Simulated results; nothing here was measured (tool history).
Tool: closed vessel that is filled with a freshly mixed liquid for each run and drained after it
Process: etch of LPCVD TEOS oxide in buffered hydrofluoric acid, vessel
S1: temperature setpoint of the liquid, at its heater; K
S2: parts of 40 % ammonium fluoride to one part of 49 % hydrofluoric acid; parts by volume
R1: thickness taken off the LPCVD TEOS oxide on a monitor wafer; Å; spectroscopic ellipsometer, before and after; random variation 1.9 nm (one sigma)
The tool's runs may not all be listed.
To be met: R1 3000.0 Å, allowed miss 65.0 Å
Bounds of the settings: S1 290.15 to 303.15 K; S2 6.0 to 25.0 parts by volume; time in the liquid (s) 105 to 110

{"run": 1, "hour": 0.0, "S1": 295.15, "S2": 15.5, "time in the liquid (s)": 105, "R1": 1441.4}
{"run": 2, "hour": 3.6, "S1": 296.65, "S2": 14.5, "time in the liquid (s)": 105, "R1": 1692.8}
{"run": 3, "hour": 4.4, "S1": 296.65, "S2": 18.0, "time in the liquid (s)": 105, "R1": 1357.7}
{"run": 4, "hour": 5.3, "S1": 297.65, "S2": 17.0, "time in the liquid (s)": 105, "R1": 1525.5}
{"run": 5, "hour": 11.0, "S1": 298.65, "S2": 16.0, "time in the liquid (s)": 105, "R1": 1696.6}
{"run": 6, "hour": 17.9, "S1": 298.65, "S2": 16.0, "time in the liquid (s)": 110, "R1": 1764.0}
{"run": 7, "hour": 24.4, "S1": 302.65, "S2": 11.0, "time in the liquid (s)": 110, "R1": 3207.4}
{"run": 8, "hour": 31.9, "S1": 302.15, "S2": 11.0, "time in the liquid (s)": 110, "R1": 3102.5}

Which of these 4 next moves meets every target?
{"run": "A", "hour": 39.4, "S1": 301.65, "S2": 10.5, "time in the liquid (s)": 105, "R1": "?"}
{"run": "B", "hour": 39.4, "S1": 302.65, "S2": 10.0, "time in the liquid (s)": 105, "R1": "?"}
{"run": "C", "hour": 39.4, "S1": 301.15, "S2": 9.0, "time in the liquid (s)": 105, "R1": "?"}
{"run": "D", "hour": 39.4, "S1": 303.15, "S2": 11.0, "time in the liquid (s)": 110, "R1": "?"}

move=A R1=3023.7
move=B R1=3342.4
move=C R1=3298.8
move=D R1=3276.6
A: meets every target
B: further off than the last run
C: further off than the last run
D: further off than the last run
Answer: A
